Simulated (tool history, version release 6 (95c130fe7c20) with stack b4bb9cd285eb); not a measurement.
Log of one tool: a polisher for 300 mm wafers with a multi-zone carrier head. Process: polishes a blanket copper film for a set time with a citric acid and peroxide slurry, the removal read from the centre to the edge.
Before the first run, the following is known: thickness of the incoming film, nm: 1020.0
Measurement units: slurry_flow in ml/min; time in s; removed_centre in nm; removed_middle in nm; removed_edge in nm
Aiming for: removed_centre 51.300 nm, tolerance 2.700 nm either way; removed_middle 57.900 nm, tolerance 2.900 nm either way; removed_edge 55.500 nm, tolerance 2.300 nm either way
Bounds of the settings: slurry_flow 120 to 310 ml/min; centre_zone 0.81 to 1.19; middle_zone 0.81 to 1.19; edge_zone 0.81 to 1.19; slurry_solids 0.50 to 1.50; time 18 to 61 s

run  hour  slurry_flow  centre_zone  middle_zone  edge_zone  slurry_solids  time  removed_centre  removed_middle  removed_edge
  1   0.0          200         1.00         1.00       1.00           1.00    39         101.070          97.196        97.915
  2   5.7          195         0.98         1.00       0.99           0.90    36          87.833          89.182        86.722
  3  10.7          195         0.98         1.00       0.96           0.90    36          87.376          88.780        85.829
  4  16.0          155         0.98         1.00       0.96           0.90    36          81.727          84.355        84.461
  5  24.2          155         0.98         1.00       0.96           0.90    32          74.199          75.316        74.831
  6  24.9          155         0.97         0.99       0.96           0.85    31          69.573          72.424        71.802
  7  26.8          160         0.96         0.98       0.95           0.80    30          65.530          69.252        67.262
  8  30.9          150         0.86         0.88       0.89           0.55    29          52.149          54.807        58.305
  9  32.4          150         0.86         0.89       0.88           0.55    29          54.316          56.327        59.216
 10  34.8          150         0.81         0.97       0.82           0.50    27          45.019          56.988        51.611
 11  40.3          155         0.82         0.97       0.83           0.50    27          45.720          55.557        52.645
 12  48.6          160         0.83         0.97       0.83           0.50    27          46.517          55.874        52.212
 13  52.7          160         0.84         0.97       0.84           0.50    27          47.118          56.256        52.094
 14  56.5          180         0.88         0.94       0.90           0.65    27          54.038          58.419        58.444
 15  63.1          180         0.88         0.94       0.89           0.65    27          53.641          59.548        59.559

Which of these 4 next moves meets every target?
  A  69.7          170         0.87         0.96       0.86           0.60    27               ?               ?             ?
  B  69.7          160         0.90         0.93       0.84           0.80    23               ?               ?             ?
  C  69.7          175         0.88         1.10       0.86           0.65    23               ?               ?             ?
  D  69.7          175         0.94         1.06       0.89           0.55    25               ?               ?             ?

move  removed_centre  removed_middle  removed_edge
   A          51.388          57.470        55.614
   B          47.340          49.904        49.262
   C          45.315          56.130        48.237
   D          50.922          57.174        51.555
A: hits every target within its allowed miss
B: pushes the last run's worst result past its target
C: pushes the last run's worst result past its target
D: pushes the last run's worst result past its target
So the answer is move A, the one that meets all the targets.
